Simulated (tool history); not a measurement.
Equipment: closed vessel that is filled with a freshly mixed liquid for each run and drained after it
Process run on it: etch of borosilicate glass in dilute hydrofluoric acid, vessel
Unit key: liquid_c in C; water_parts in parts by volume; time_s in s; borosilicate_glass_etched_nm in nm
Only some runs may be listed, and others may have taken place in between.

run	hour	liquid_c	water_parts	time_s	borosilicate_glass_etched_nm
1	0	26	115	40	14.848
2	5.2	23	115	40	13.247
3	12.7	26.5	100	40	17.902
4	14.6	29	95	40	21.036
5	16.1	30.5	90	40	23.601
6	18.5	30.5	55	40	40.642

Estimate the outcome of run 7 from the log above:
7	22	28	55	40	?

borosilicate_glass_etched_nm: 37.393 nm
